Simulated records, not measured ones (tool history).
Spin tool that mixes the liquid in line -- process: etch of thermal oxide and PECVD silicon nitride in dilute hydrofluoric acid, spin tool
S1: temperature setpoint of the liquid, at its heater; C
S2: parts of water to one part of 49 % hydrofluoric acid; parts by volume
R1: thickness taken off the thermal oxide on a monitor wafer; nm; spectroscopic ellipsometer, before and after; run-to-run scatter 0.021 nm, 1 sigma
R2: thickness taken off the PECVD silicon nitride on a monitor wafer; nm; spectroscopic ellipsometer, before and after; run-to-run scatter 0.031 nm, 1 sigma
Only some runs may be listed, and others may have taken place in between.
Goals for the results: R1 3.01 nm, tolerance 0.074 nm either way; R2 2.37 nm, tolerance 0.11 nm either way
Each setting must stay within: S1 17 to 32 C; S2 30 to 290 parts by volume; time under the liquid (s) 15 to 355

{"run": 1, "hour": 0.0, "S1": 24, "S2": 160, "time under the liquid (s)": 180, "R1": 4.9603, "R2": 3.3181}
{"run": 2, "hour": 8.6, "S1": 24, "S2": 120, "time under the liquid (s)": 180, "R1": 6.9341, "R2": 4.3701}
{"run": 3, "hour": 12.6, "S1": 24, "S2": 120, "time under the liquid (s)": 135, "R1": 5.1306, "R2": 3.2279}
{"run": 4, "hour": 13.2, "S1": 26, "S2": 120, "time under the liquid (s)": 135, "R1": 5.5971, "R2": 3.7537}
{"run": 5, "hour": 13.9, "S1": 26, "S2": 160, "time under the liquid (s)": 135, "R1": 3.9359, "R2": 2.7772}
{"run": 6, "hour": 15.3, "S1": 26, "S2": 185, "time under the liquid (s)": 135, "R1": 3.375, "R2": 2.4265}
{"run": 7, "hour": 23.8, "S1": 26.5, "S2": 195, "time under the liquid (s)": 135, "R1": 3.2248, "R2": 2.3698}
{"run": 8, "hour": 28.5, "S1": 27, "S2": 200, "time under the liquid (s)": 135, "R1": 3.1849, "R2": 2.3462}
{"run": 9, "hour": 32.3, "S1": 27.5, "S2": 205, "time under the liquid (s)": 135, "R1": 3.1418, "R2": 2.3614}

5 candidate next runs follow, results not yet known. Just one meets every target within its allowed miss. Identify it.
{"run": "A", "hour": 36.1, "S1": 25, "S2": 180, "time under the liquid (s)": 135, "R1": "?", "R2": "?"}
{"run": "B", "hour": 36.1, "S1": 26, "S2": 210, "time under the liquid (s)": 150, "R1": "?", "R2": "?"}
{"run": "C", "hour": 36.1, "S1": 27, "S2": 245, "time under the liquid (s)": 165, "R1": "?", "R2": "?"}
{"run": "D", "hour": 36.1, "S1": 25, "S2": 210, "time under the liquid (s)": 160, "R1": "?", "R2": "?"}
{"run": "E", "hour": 36.1, "S1": 29, "S2": 235, "time under the liquid (s)": 140, "R1": "?", "R2": "?"}

move=A R1=3.3717 R2=2.3431
move=B R1=3.2205 R2=2.3765
move=C R1=3.0264 R2=2.3806
move=D R1=3.3134 R2=2.3822
move=E R1=2.9 R2=2.3754
A: moves away from the targets compared with the last run
B: moves away from the targets compared with the last run
C: meets every target
D: moves away from the targets compared with the last run
E: pushes the last run's worst result past its target
Answer: C

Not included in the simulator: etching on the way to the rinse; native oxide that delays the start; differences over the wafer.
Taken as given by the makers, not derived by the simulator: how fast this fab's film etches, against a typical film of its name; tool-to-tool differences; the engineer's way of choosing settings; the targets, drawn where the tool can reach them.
